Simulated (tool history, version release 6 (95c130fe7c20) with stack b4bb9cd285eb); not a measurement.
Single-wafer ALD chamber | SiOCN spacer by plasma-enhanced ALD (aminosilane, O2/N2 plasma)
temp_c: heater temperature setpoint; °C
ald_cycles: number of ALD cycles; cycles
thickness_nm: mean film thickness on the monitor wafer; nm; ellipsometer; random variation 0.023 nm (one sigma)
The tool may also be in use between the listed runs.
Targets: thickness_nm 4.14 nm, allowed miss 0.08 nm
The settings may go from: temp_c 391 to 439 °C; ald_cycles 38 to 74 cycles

| run | day | temp_c | ald_cycles | thickness_nm |
|---|---|---|---|---|
| 1 | 0 | 415 | 56 | 3.2171 |
| 2 | 0.242 | 412 | 59 | 3.4225 |
| 3 | 0.592 | 412 | 56 | 3.2428 |
| 4 | 0.967 | 410 | 59 | 3.4363 |
| 5 | 1.067 | 410 | 54 | 3.1539 |
| 6 | 1.262 | 410 | 59 | 3.3959 |
| 7 | 1.5 | 409 | 62 | 3.6114 |
| 8 | 1.717 | 407 | 64 | 3.7713 |
| 9 | 2.05 | 407 | 64 | 3.781 |
| 10 | 2.092 | 405 | 65 | 3.861 |
| 11 | 2.296 | 403 | 66 | 3.9221 |

Which of these 4 next moves meets every target?
| A | 2.5 | 391 | 62 | ? |
| B | 2.5 | 396 | 62 | ? |
| C | 2.5 | 403 | 69 | ? |
| D | 2.5 | 410 | 66 | ? |

| move | thickness_nm |
|---|---|
| A | 3.7122 |
| B | 3.7122 |
| C | 4.115 |
| D | 3.8415 |
A: further off than the last run
B: further off than the last run
C: meets every target
D: further off than the last run
The right move is C.
